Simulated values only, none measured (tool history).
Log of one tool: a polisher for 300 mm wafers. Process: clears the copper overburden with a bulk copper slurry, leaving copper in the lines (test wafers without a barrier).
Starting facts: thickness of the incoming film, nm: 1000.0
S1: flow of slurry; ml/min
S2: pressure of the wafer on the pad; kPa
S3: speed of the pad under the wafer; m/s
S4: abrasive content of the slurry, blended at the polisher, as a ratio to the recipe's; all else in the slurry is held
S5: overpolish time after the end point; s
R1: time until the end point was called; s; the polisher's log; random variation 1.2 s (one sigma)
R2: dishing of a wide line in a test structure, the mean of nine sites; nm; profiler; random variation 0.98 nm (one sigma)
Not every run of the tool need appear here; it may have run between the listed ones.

run  hour   S1    S2    S3   S4  S5      R1      R2
  1   0.0  280  15.9  0.88  1.0  13  160.11  55.948
  2   6.3  210  15.9  0.88  1.0  13  161.80  55.010
  3   7.1  210  16.5  0.88  1.0  11  157.17  50.437
  4  11.5  210  17.2  0.88  1.0  10  153.91  48.588
  5  19.4  210  21.4  0.88  1.0  10  121.98  58.158
  6  26.6  210  21.4  0.76  1.0  10  142.87  51.742
  7  29.3  210  22.1  0.76  1.0   9  137.64  46.963

What does the tool deliver on the next run?
  8  36.0  210  22.8  0.76  1.0   8   ?   ?

{"run 8": {"R1": 132.76, "R2": 46.809}}
